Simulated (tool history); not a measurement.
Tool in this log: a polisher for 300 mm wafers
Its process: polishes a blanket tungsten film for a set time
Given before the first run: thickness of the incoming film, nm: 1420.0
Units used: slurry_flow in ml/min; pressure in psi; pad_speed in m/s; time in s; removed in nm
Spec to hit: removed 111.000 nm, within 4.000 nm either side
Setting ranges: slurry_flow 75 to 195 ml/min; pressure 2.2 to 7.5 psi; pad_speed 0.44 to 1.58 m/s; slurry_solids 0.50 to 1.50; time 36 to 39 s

Run 1, hour 0.0: slurry_flow 125 ml/min, pressure 4.8 psi, pad_speed 1.00 m/s, slurry_solids 1.00, time 39 s. Result: removed 188.730 nm.
Run 2, hour 1.5: slurry_flow 120 ml/min, pressure 4.3 psi, pad_speed 1.00 m/s, slurry_solids 1.00, time 39 s. Result: removed 170.440 nm.
Run 3, hour 9.9: slurry_flow 120 ml/min, pressure 5.2 psi, pad_speed 1.00 m/s, slurry_solids 1.00, time 39 s. Result: removed 200.220 nm.
Run 4, hour 12.6: slurry_flow 150 ml/min, pressure 5.2 psi, pad_speed 1.00 m/s, slurry_solids 1.00, time 39 s. Result: removed 216.110 nm.
Run 5, hour 16.0: slurry_flow 170 ml/min, pressure 5.2 psi, pad_speed 1.00 m/s, slurry_solids 1.00, time 39 s. Result: removed 220.200 nm.
At hour 23.8: head pressure recalibrated.
Run 6, hour 23.8: slurry_flow 170 ml/min, pressure 5.2 psi, pad_speed 1.00 m/s, slurry_solids 1.00, time 36 s. Result: removed 219.650 nm.
Run 7, hour 30.9: slurry_flow 155 ml/min, pressure 4.6 psi, pad_speed 1.00 m/s, slurry_solids 1.00, time 36 s. Result: removed 195.990 nm.
Run 8, hour 31.5: slurry_flow 140 ml/min, pressure 4.1 psi, pad_speed 0.98 m/s, slurry_solids 1.00, time 36 s. Result: removed 162.810 nm.
Run 9, hour 35.0: slurry_flow 130 ml/min, pressure 3.8 psi, pad_speed 0.98 m/s, slurry_solids 1.00, time 36 s. Result: removed 154.020 nm.
Run 10, hour 42.1: slurry_flow 130 ml/min, pressure 2.4 psi, pad_speed 0.96 m/s, slurry_solids 1.00, time 36 s. Result: removed 96.103 nm.
Run 11, hour 46.1: slurry_flow 135 ml/min, pressure 2.5 psi, pad_speed 0.96 m/s, slurry_solids 1.00, time 36 s. Result: removed 101.640 nm.
Run 12, hour 52.8: slurry_flow 135 ml/min, pressure 2.5 psi, pad_speed 0.96 m/s, slurry_solids 1.00, time 36 s. Result: removed 101.680 nm.
Run 13, hour 56.3: slurry_flow 140 ml/min, pressure 2.5 psi, pad_speed 0.96 m/s, slurry_solids 1.00, time 36 s. Result: removed 101.860 nm.
Run 14, hour 62.2: slurry_flow 145 ml/min, pressure 2.6 psi, pad_speed 0.96 m/s, slurry_solids 1.00, time 36 s. Result: removed 105.070 nm.

5 candidate next runs follow, results not yet known. Just one meets every target within its allowed miss. Identify it.
Run A, hour 68.1: slurry_flow 195 ml/min, pressure 2.7 psi, pad_speed 0.80 m/s, slurry_solids 0.75, time 39 s. Result: removed ?.
Run B, hour 68.1: slurry_flow 155 ml/min, pressure 2.5 psi, pad_speed 1.06 m/s, slurry_solids 0.95, time 36 s. Result: removed ?.
Run C, hour 68.1: slurry_flow 130 ml/min, pressure 2.3 psi, pad_speed 1.00 m/s, slurry_solids 0.95, time 37 s. Result: removed ?.
Run D, hour 68.1: slurry_flow 155 ml/min, pressure 2.2 psi, pad_speed 1.00 m/s, slurry_solids 0.95, time 37 s. Result: removed ?.
Run E, hour 68.1: slurry_flow 160 ml/min, pressure 2.3 psi, pad_speed 1.16 m/s, slurry_solids 1.05, time 39 s. Result: removed ?.

move  removed
   A  103.520
   B  109.070
   C   96.108
   D   95.438
   E  119.820
A: moves away from the targets compared with the last run
B: in spec on every target
C: moves away from the targets compared with the last run
D: moves away from the targets compared with the last run
E: carries the result that was furthest off beyond its target, to the other side
So the answer is move B, the one that meets all the targets.
